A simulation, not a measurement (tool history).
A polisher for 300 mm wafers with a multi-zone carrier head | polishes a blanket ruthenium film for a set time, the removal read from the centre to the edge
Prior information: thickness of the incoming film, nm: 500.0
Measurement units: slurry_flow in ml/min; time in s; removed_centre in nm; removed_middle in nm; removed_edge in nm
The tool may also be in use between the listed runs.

Run 1, day 0.000: slurry_flow 220 ml/min, centre_zone 1.00, middle_zone 1.00, edge_zone 1.00, time 45 s. Result: removed_centre 53.996 nm, removed_middle 53.174 nm, removed_edge 53.507 nm.
Run 2, day 0.108: slurry_flow 220 ml/min, centre_zone 1.00, middle_zone 0.92, edge_zone 1.00, time 45 s. Result: removed_centre 53.915 nm, removed_middle 49.889 nm, removed_edge 53.930 nm.
Run 3, day 0.133: slurry_flow 210 ml/min, centre_zone 0.99, middle_zone 0.91, edge_zone 0.95, time 44 s. Result: removed_centre 52.165 nm, removed_middle 48.462 nm, removed_edge 51.757 nm.
Run 4, day 0.246: slurry_flow 210 ml/min, centre_zone 0.99, middle_zone 0.98, edge_zone 0.95, time 44 s. Result: removed_centre 52.320 nm, removed_middle 50.677 nm, removed_edge 50.543 nm.
Run 5, day 0.450: slurry_flow 200 ml/min, centre_zone 0.97, middle_zone 0.96, edge_zone 0.92, time 43 s. Result: removed_centre 49.592 nm, removed_middle 48.355 nm, removed_edge 49.241 nm.
Run 6, day 0.742: slurry_flow 195 ml/min, centre_zone 0.97, middle_zone 0.95, edge_zone 0.90, time 42 s. Result: removed_centre 48.099 nm, removed_middle 46.391 nm, removed_edge 47.157 nm.
Run 7, day 0.817: slurry_flow 185 ml/min, centre_zone 0.97, middle_zone 0.94, edge_zone 0.88, time 42 s. Result: removed_centre 47.879 nm, removed_middle 46.194 nm, removed_edge 46.357 nm.
Run 8, day 0.962: slurry_flow 185 ml/min, centre_zone 0.97, middle_zone 0.94, edge_zone 0.88, time 42 s. Result: removed_centre 48.692 nm, removed_middle 45.891 nm, removed_edge 46.918 nm.

Run 9 has not been measured yet. What should we expect?
Run 9, day 1.038: slurry_flow 180 ml/min, centre_zone 0.96, middle_zone 0.94, edge_zone 0.86, time 42 s. Result: removed_centre ?, removed_middle ?, removed_edge ?.

{"run 9": {"removed_centre": 47.508, "removed_middle": 46.323, "removed_edge": 46.791}}

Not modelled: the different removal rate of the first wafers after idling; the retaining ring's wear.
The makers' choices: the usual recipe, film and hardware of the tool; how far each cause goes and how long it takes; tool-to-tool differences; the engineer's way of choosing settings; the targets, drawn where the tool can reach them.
